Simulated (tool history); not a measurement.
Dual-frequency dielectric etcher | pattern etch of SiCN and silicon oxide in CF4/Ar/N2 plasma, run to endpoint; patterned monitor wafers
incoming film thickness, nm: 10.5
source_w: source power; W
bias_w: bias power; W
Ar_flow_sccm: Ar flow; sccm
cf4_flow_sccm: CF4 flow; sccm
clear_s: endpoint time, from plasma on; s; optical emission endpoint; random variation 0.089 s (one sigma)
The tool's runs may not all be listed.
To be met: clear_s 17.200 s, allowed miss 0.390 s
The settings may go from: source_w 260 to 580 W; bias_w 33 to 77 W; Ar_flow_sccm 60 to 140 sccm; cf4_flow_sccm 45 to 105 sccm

Run 1, hour 0.0: source_w 420 W, bias_w 55 W, Ar_flow_sccm 100 sccm, cf4_flow_sccm 75 sccm. Result: clear_s 14.456 s.
Run 2, hour 4.5: source_w 460 W, bias_w 55 W, Ar_flow_sccm 100 sccm, cf4_flow_sccm 75 sccm. Result: clear_s 13.120 s.
Run 3, hour 6.4: source_w 430 W, bias_w 55 W, Ar_flow_sccm 100 sccm, cf4_flow_sccm 75 sccm. Result: clear_s 14.134 s.
Run 4, hour 9.6: source_w 430 W, bias_w 55 W, Ar_flow_sccm 84 sccm, cf4_flow_sccm 75 sccm. Result: clear_s 13.824 s.
Run 5, hour 11.0: source_w 410 W, bias_w 55 W, Ar_flow_sccm 84 sccm, cf4_flow_sccm 75 sccm. Result: clear_s 14.559 s.
Run 6, hour 18.5: source_w 410 W, bias_w 55 W, Ar_flow_sccm 84 sccm, cf4_flow_sccm 86 sccm. Result: clear_s 14.217 s.
Run 7, hour 25.8: source_w 390 W, bias_w 55 W, Ar_flow_sccm 84 sccm, cf4_flow_sccm 86 sccm. Result: clear_s 14.963 s.
Run 8, hour 34.2: source_w 320 W, bias_w 54 W, Ar_flow_sccm 84 sccm, cf4_flow_sccm 86 sccm. Result: clear_s 19.170 s.
Run 9, hour 39.8: source_w 330 W, bias_w 54 W, Ar_flow_sccm 84 sccm, cf4_flow_sccm 86 sccm. Result: clear_s 18.371 s.
Run 10, hour 48.8: source_w 340 W, bias_w 54 W, Ar_flow_sccm 84 sccm, cf4_flow_sccm 86 sccm. Result: clear_s 17.715 s.

Which of these 5 next moves meets every target?
Run A, hour 57.8: source_w 350 W, bias_w 48 W, Ar_flow_sccm 89 sccm, cf4_flow_sccm 81 sccm. Result: clear_s ?.
Run B, hour 57.8: source_w 360 W, bias_w 44 W, Ar_flow_sccm 104 sccm, cf4_flow_sccm 97 sccm. Result: clear_s ?.
Run C, hour 57.8: source_w 320 W, bias_w 62 W, Ar_flow_sccm 66 sccm, cf4_flow_sccm 67 sccm. Result: clear_s ?.
Run D, hour 57.8: source_w 360 W, bias_w 51 W, Ar_flow_sccm 85 sccm, cf4_flow_sccm 84 sccm. Result: clear_s ?.
Run E, hour 57.8: source_w 340 W, bias_w 52 W, Ar_flow_sccm 85 sccm, cf4_flow_sccm 84 sccm. Result: clear_s ?.

move  clear_s
   A   18.221
   B   18.015
   C   18.351
   D   17.011
   E   18.114
A: further off than the last run
B: further off than the last run
C: further off than the last run
D: meets every target
E: further off than the last run
Move D is the one to make.

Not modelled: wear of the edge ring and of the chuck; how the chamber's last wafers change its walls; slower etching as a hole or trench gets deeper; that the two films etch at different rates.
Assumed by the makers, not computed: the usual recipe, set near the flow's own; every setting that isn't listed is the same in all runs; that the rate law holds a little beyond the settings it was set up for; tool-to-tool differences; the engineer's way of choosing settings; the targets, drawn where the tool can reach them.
